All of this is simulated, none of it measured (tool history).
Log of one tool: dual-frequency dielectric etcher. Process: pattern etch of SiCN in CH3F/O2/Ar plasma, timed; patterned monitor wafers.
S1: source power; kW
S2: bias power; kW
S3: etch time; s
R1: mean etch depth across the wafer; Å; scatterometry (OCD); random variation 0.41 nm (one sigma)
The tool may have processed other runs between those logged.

Run 1, day 0.000: S1 0.520 kW, S2 0.074 kW, S3 154.0 s. Result: R1 583.91 Å.
Run 2, day 0.296: S1 0.590 kW, S2 0.074 kW, S3 154.0 s. Result: R1 615.58 Å.
Run 3, day 0.500: S1 0.590 kW, S2 0.079 kW, S3 154.0 s. Result: R1 622.59 Å.
Run 4, day 0.733: S1 0.590 kW, S2 0.069 kW, S3 154.0 s. Result: R1 598.12 Å.
Run 5, day 1.046: S1 0.590 kW, S2 0.069 kW, S3 154.0 s. Result: R1 599.02 Å.
Run 6, day 1.346: S1 0.590 kW, S2 0.058 kW, S3 154.0 s. Result: R1 569.81 Å.

Predict the results of run 7:
Run 7, day 1.421: S1 0.610 kW, S2 0.060 kW, S3 154.5 s. Result: R1 ?.

Run 7 came out at R1 579.40 Å.

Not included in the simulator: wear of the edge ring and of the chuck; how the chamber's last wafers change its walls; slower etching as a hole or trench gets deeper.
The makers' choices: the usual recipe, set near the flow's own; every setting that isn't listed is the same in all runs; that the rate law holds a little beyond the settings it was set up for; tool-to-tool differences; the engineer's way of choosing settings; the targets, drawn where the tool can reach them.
